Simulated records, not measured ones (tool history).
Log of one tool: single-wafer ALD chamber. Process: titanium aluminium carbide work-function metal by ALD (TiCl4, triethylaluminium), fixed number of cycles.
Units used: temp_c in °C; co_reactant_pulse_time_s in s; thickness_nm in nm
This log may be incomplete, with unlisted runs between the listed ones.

run	day	temp_c	co_reactant_pulse_time_s	thickness_nm
1	0.000	310	9.15	2.0654
2	0.146	308	8.79	2.0237
3	0.271	306	8.60	1.9979
4	0.312	304	8.45	1.9684
5	0.462	303	8.36	1.9573
6	0.658	302	8.26	1.9335
7	0.996	301	8.20	1.9292

Expected results for the next run?
8	1.112	289	6.10	?

Run 8 came out at thickness_nm 1.6434 nm.
